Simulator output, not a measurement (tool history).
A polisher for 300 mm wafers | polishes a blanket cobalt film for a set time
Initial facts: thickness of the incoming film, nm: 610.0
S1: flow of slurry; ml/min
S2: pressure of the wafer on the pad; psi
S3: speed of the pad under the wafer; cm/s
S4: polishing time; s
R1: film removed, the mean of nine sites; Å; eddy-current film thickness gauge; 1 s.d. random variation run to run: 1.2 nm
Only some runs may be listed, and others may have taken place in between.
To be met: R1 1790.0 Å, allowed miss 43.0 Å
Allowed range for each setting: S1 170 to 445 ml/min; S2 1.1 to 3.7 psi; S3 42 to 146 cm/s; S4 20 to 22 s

run	hour	S1	S2	S3	S4	R1
1	0.0	285	2.4	94	22	1367.5
2	0.7	330	2.4	94	22	1404.5
3	3.4	330	1.9	94	22	1106.1
4	8.3	340	2.2	94	22	1283.3
# hour 11.4: head pressure recalibrated
5	11.4	340	1.7	94	22	1096.8
6	17.2	340	1.7	116	22	1353.2
7	23.9	350	1.9	116	22	1519.4
8	29.9	370	2.0	116	22	1570.4
9	31.4	380	2.1	116	22	1656.8

Pick the move, out of 4, that brings all results within their allowed miss; only one does.
A	32.9	385	2.0	118	22	?
B	32.9	340	2.0	126	21	?
C	32.9	375	2.5	102	20	?
D	32.9	360	2.0	132	22	?

move	R1
A	1639.7
B	1657.1
C	1602.3
D	1822.7
A: lands further from the targets than the last run did
B: about as far from the targets as the last run
C: lands further from the targets than the last run did
D: all results in spec
D is the move that brings every result within its allowed miss.

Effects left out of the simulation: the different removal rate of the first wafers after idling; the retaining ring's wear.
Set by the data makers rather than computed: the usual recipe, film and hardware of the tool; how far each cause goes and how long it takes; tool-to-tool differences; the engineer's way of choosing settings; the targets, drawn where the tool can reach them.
